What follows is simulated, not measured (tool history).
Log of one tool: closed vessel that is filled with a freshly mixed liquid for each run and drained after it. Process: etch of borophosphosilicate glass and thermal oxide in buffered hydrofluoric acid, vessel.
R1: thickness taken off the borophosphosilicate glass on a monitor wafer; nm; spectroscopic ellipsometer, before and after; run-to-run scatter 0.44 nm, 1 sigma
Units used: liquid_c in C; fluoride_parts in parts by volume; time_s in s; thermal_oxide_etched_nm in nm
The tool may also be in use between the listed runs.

{"run": 1, "hour": 0.0, "liquid_c": 21.0, "fluoride_parts": 10.0, "time_s": 60, "R1": 68.029, "thermal_oxide_etched_nm": 53.984}
{"run": 2, "hour": 5.0, "liquid_c": 20.5, "fluoride_parts": 10.0, "time_s": 60, "R1": 64.602, "thermal_oxide_etched_nm": 52.385}
{"run": 3, "hour": 13.0, "liquid_c": 20.5, "fluoride_parts": 8.0, "time_s": 60, "R1": 80.255, "thermal_oxide_etched_nm": 63.341}
{"run": 4, "hour": 15.6, "liquid_c": 20.0, "fluoride_parts": 8.5, "time_s": 60, "R1": 72.912, "thermal_oxide_etched_nm": 57.746}
{"hour": 20.6, "done": "thermometer replaced"}
{"run": 5, "hour": 20.6, "liquid_c": 20.0, "fluoride_parts": 8.5, "time_s": 80, "R1": 109.22, "thermal_oxide_etched_nm": 86.651}
{"run": 6, "hour": 25.9, "liquid_c": 17.5, "fluoride_parts": 8.5, "time_s": 80, "R1": 93.757, "thermal_oxide_etched_nm": 74.938}
{"run": 7, "hour": 26.6, "liquid_c": 17.5, "fluoride_parts": 9.5, "time_s": 80, "R1": 85.471, "thermal_oxide_etched_nm": 68.515}
{"run": 8, "hour": 29.6, "liquid_c": 17.5, "fluoride_parts": 10.5, "time_s": 80, "R1": 78.676, "thermal_oxide_etched_nm": 62.496}
{"run": 9, "hour": 36.8, "liquid_c": 17.5, "fluoride_parts": 11.5, "time_s": 80, "R1": 72.579, "thermal_oxide_etched_nm": 57.643}
{"run": 10, "hour": 43.7, "liquid_c": 17.5, "fluoride_parts": 12.0, "time_s": 80, "R1": 69.133, "thermal_oxide_etched_nm": 55.135}
{"run": 11, "hour": 51.5, "liquid_c": 17.5, "fluoride_parts": 12.5, "time_s": 80, "R1": 66.046, "thermal_oxide_etched_nm": 52.847}
{"run": 12, "hour": 55.5, "liquid_c": 17.5, "fluoride_parts": 13.0, "time_s": 80, "R1": 63.719, "thermal_oxide_etched_nm": 50.878}

Run 13 comes next. What will it give?
{"run": 13, "hour": 64.4, "liquid_c": 17.5, "fluoride_parts": 13.5, "time_s": 80, "R1": "?", "thermal_oxide_etched_nm": "?"}

Run 13 came out at R1 61.936 nm, thermal_oxide_etched_nm 49.345 nm.
